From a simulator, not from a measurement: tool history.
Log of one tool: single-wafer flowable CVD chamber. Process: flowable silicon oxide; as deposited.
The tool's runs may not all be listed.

run	day	heater temperature setpoint (K)	chamber pressure (mTorr)	RF power (W)	deposition time (s)	mean film thickness on the monitor wafer (angstrom)
1	0	378.15	1070	2060	236	1727.3
2	0.308	378.15	1070	2060	236	1725.4
3	0.383	378.15	1210	2060	236	1940.9
4	0.75	378.15	1360	2060	236	2163.8
5	1.079	381.15	1360	2060	236	1953.9
6	1.183	383.15	1360	2060	236	1822.5
7	1.504	384.15	1360	2060	236	1765

Forecast run 8:
8	1.833	385.15	1360	2060	236	?

mean film thickness on the monitor wafer (angstrom): 1707.8
